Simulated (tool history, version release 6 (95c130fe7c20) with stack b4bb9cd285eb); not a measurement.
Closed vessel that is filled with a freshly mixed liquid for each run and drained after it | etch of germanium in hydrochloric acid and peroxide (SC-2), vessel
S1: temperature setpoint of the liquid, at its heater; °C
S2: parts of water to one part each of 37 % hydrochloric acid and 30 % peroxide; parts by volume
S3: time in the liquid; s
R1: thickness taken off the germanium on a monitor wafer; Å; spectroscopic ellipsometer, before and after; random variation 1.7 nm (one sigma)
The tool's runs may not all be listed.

run 1 hour=0.0 | S1=46.0 S2=6.5 S3=90 | R1=1534.6
run 2 hour=4.2 | S1=46.0 S2=5.5 S3=90 | R1=1550.3
run 3 hour=10.7 | S1=47.0 S2=5.5 S3=90 | R1=1579.1
run 4 hour=16.9 | S1=48.0 S2=5.5 S3=90 | R1=1654.3
run 5 hour=20.9 | S1=48.0 S2=5.5 S3=95 | R1=1709.5
run 6 hour=23.9 | S1=49.0 S2=5.5 S3=95 | R1=1801.6
run 7 hour=28.4 | S1=50.0 S2=5.5 S3=95 | R1=1878.4
run 8 hour=33.4 | S1=50.5 S2=5.5 S3=95 | R1=1869.8
run 9 hour=39.4 | S1=51.0 S2=5.5 S3=95 | R1=1888.7
run 10 hour=42.7 | S1=51.5 S2=5.5 S3=95 | R1=1943.0
run 11 hour=49.0 | S1=52.0 S2=5.5 S3=95 | R1=1995.5

Run 12 comes next. What will it give?
run 12 hour=50.7 | S1=52.5 S2=5.5 S3=95 | R1=?

R1: 2009.5 Å
